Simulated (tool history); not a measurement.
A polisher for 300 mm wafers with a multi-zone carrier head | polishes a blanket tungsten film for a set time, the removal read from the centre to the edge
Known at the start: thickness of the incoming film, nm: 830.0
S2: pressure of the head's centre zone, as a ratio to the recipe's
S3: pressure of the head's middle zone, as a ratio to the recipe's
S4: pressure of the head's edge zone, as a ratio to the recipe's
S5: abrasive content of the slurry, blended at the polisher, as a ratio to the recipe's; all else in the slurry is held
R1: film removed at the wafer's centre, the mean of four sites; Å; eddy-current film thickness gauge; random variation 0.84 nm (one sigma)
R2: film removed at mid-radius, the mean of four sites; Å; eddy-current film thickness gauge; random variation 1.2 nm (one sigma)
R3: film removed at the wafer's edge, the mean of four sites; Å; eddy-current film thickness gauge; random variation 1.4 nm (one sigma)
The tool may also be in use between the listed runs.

run 1 day=0 | flow_of_slurry_(ml/min)=245 S2=1 S3=1 S4=1 S5=1 polishing_time_(s)=34 | R1=1916.7 R2=1904.3 R3=1981.8
run 2 day=0.058 | flow_of_slurry_(ml/min)=245 S2=1 S3=1 S4=1 S5=1.15 polishing_time_(s)=34 | R1=1989.4 R2=2024.8 R3=2016.5
run 3 day=0.342 | flow_of_slurry_(ml/min)=245 S2=0.99 S3=0.99 S4=0.95 S5=0.95 polishing_time_(s)=32 | R1=1775.3 R2=1759.8 R3=1814
run 4 day=0.638 | flow_of_slurry_(ml/min)=245 S2=0.98 S3=0.98 S4=0.92 S5=0.8 polishing_time_(s)=30 | R1=1559.8 R2=1630 R3=1564.1
run 5 day=0.962 | flow_of_slurry_(ml/min)=245 S2=0.98 S3=0.98 S4=0.84 S5=0.8 polishing_time_(s)=30 | R1=1562.5 R2=1601.2 R3=1534.7
run 6 day=1.3 | flow_of_slurry_(ml/min)=245 S2=0.9 S3=0.98 S4=0.84 S5=0.8 polishing_time_(s)=30 | R1=1447.1 R2=1601.4 R3=1501.6
run 7 day=1.412 | flow_of_slurry_(ml/min)=225 S2=0.91 S3=0.93 S4=0.85 S5=0.75 polishing_time_(s)=30 | R1=1424.5 R2=1508.7 R3=1518.4
run 8 day=1.633 | flow_of_slurry_(ml/min)=230 S2=0.93 S3=0.9 S4=0.84 S5=0.65 polishing_time_(s)=29 | R1=1341.5 R2=1384.3 R3=1396
run 9 day=1.971 | flow_of_slurry_(ml/min)=225 S2=0.94 S3=0.87 S4=0.83 S5=0.65 polishing_time_(s)=29 | R1=1351.9 R2=1346.7 R3=1423
run 10 day=2.046 | flow_of_slurry_(ml/min)=225 S2=0.95 S3=0.86 S4=0.82 S5=0.6 polishing_time_(s)=29 | R1=1326.8 R2=1333.2 R3=1342.4
run 11 day=2.108 | flow_of_slurry_(ml/min)=215 S2=0.96 S3=0.84 S4=0.84 S5=0.6 polishing_time_(s)=29 | R1=1336.8 R2=1281.5 R3=1367.6
run 12 day=2.204 | flow_of_slurry_(ml/min)=210 S2=0.96 S3=0.83 S4=0.84 S5=0.6 polishing_time_(s)=29 | R1=1326.6 R2=1305.3 R3=1348.1

Run 13 comes next. What will it give?
run 13 day=2.3 | flow_of_slurry_(ml/min)=235 S2=0.96 S3=0.82 S4=0.85 S5=0.6 polishing_time_(s)=29 | R1=? R2=? R3=?

R1: 1350.7 Å
R2: 1316.5 Å
R3: 1345.4 Å

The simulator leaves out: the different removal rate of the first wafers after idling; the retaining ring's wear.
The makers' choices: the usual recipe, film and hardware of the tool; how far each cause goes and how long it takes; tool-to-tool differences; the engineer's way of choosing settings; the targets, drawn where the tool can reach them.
